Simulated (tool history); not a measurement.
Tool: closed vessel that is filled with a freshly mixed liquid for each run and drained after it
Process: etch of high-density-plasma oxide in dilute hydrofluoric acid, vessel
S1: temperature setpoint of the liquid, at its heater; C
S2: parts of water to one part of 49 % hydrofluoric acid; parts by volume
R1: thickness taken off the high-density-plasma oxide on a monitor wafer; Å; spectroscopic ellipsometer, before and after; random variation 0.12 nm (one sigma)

run 1 day=0 | S1=24 S2=215 time_in_the_liquid_(s)=535 | R1=179.95
run 2 day=0.342 | S1=26.5 S2=215 time_in_the_liquid_(s)=535 | R1=194.99
run 3 day=0.596 | S1=24.5 S2=215 time_in_the_liquid_(s)=535 | R1=183.02
run 4 day=0.792 | S1=22.5 S2=215 time_in_the_liquid_(s)=535 | R1=170.42
run 5 day=0.983 | S1=21.5 S2=215 time_in_the_liquid_(s)=535 | R1=162.58
run 6 day=1.062 | S1=21.5 S2=175 time_in_the_liquid_(s)=535 | R1=213.21
run 7 day=1.421 | S1=20.5 S2=185 time_in_the_liquid_(s)=535 | R1=189.77
run 8 day=1.5 | S1=20.5 S2=185 time_in_the_liquid_(s)=535 | R1=187.05
run 9 day=1.8 | S1=19.5 S2=190 time_in_the_liquid_(s)=535 | R1=177.5

Run 10 comes next. What will it give?
run 10 day=1.988 | S1=19 S2=195 time_in_the_liquid_(s)=535 | R1=?

Run 10 gave R1 167.63 Å.
